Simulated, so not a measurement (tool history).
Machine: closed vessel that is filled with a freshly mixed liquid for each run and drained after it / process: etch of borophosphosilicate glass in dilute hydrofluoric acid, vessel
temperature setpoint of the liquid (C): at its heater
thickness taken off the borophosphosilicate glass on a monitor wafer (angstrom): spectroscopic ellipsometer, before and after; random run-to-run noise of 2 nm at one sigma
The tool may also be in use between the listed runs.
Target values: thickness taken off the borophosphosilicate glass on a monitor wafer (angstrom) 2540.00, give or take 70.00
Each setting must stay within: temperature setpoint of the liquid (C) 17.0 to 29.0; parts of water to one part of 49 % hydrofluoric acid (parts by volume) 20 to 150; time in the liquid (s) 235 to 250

run  hour  temperature setpoint of the liquid (C)  parts of water to one part of 49 % hydrofluoric acid (parts by volume)  time in the liquid (s)  thickness taken off the borophosphosilicate glass on a monitor wafer (angstrom)
  1   0.0                                    21.0                                                                      85                     235                                                                           742.42
  2   6.6                                    21.0                                                                     100                     235                                                                           614.01
  3  11.5                                    22.5                                                                      80                     240                                                                           852.72
  4  12.3                                    22.5                                                                      80                     250                                                                           889.82
  5  14.5                                    21.0                                                                      80                     250                                                                           821.05
  6  22.0                                    23.0                                                                      65                     250                                                                          1133.20
  7  27.3                                    24.5                                                                      55                     250                                                                          1441.10
  8  29.7                                    25.5                                                                      50                     250                                                                          1668.70
     35.1  -- hydrofluoric acid flow meter replaced
  9  35.1                                    26.5                                                                      45                     250                                                                          2165.50
 10  38.2                                    27.0                                                                      45                     250                                                                          2184.40
 11  40.5                                    29.0                                                                      35                     250                                                                          3083.90
 12  41.5                                    28.5                                                                      35                     250                                                                          3061.70
 13  50.0                                    28.0                                                                      35                     250                                                                          3019.50
 14  52.0                                    27.5                                                                      35                     250                                                                          2925.30
 15  58.8                                    27.0                                                                      35                     250                                                                          2817.80
 16  60.1                                    26.5                                                                      35                     250                                                                          2838.30
 17  69.0                                    26.0                                                                      35                     250                                                                          2787.50

Below are 4 possible settings for the next run. Only one of them brings all results inside the allowed miss of their targets. Which is it?
  A  77.9                                    25.0                                                                      35                     240                                                                                ?
  B  77.9                                    25.5                                                                      30                     250                                                                                ?
  C  77.9                                    25.0                                                                      30                     240                                                                                ?
  D  77.9                                    25.5                                                                      30                     240                                                                                ?

move  thickness taken off the borophosphosilicate glass on a monitor wafer (angstrom)
   A                                                                          2539.90
   B                                                                          3173.20
   C                                                                          2983.80
   D                                                                          3046.30
A: every result within its allowed miss
B: moves away from the targets compared with the last run
C: moves away from the targets compared with the last run
D: moves away from the targets compared with the last run
Answer: A
